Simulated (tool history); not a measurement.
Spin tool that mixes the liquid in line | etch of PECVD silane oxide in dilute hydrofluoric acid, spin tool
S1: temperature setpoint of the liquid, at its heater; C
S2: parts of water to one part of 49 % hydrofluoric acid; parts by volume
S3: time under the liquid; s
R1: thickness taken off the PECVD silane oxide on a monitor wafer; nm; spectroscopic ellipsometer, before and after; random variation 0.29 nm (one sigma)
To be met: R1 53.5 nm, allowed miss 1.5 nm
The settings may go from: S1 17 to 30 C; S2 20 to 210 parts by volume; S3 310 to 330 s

{"run": 1, "hour": 0.0, "S1": 22, "S2": 115, "S3": 310, "R1": 60.457}
{"run": 2, "hour": 2.6, "S1": 22, "S2": 115, "S3": 330, "R1": 64.096}
{"run": 3, "hour": 7.4, "S1": 22, "S2": 115, "S3": 310, "R1": 59.847}
{"run": 4, "hour": 13.7, "S1": 21.5, "S2": 115, "S3": 310, "R1": 58.828}
{"run": 5, "hour": 18.7, "S1": 25, "S2": 115, "S3": 310, "R1": 66.995}
{"run": 6, "hour": 27.1, "S1": 25, "S2": 155, "S3": 310, "R1": 47.571}
{"run": 7, "hour": 34.5, "S1": 25, "S2": 155, "S3": 310, "R1": 48.104}
{"run": 8, "hour": 39.7, "S1": 25.5, "S2": 155, "S3": 310, "R1": 48.523}
{"run": 9, "hour": 44.8, "S1": 26, "S2": 155, "S3": 310, "R1": 49.648}
{"run": 10, "hour": 46.4, "S1": 27, "S2": 155, "S3": 310, "R1": 51.374}

4 next moves are on the table. One of them brings every result within its allowed miss. Which?
{"run": "A", "hour": 48.0, "S1": 25, "S2": 160, "S3": 330, "R1": "?"}
{"run": "B", "hour": 48.0, "S1": 27.5, "S2": 150, "S3": 330, "R1": "?"}
{"run": "C", "hour": 48.0, "S1": 28.5, "S2": 165, "S3": 330, "R1": "?"}
{"run": "D", "hour": 48.0, "S1": 24.5, "S2": 155, "S3": 330, "R1": "?"}

move=A R1=48.546
move=B R1=57.517
move=C R1=53.232
move=D R1=49.459
A: further off than the last run
B: takes the result that was furthest off past its target
C: meets every target
D: further off than the last run
The right move is C.

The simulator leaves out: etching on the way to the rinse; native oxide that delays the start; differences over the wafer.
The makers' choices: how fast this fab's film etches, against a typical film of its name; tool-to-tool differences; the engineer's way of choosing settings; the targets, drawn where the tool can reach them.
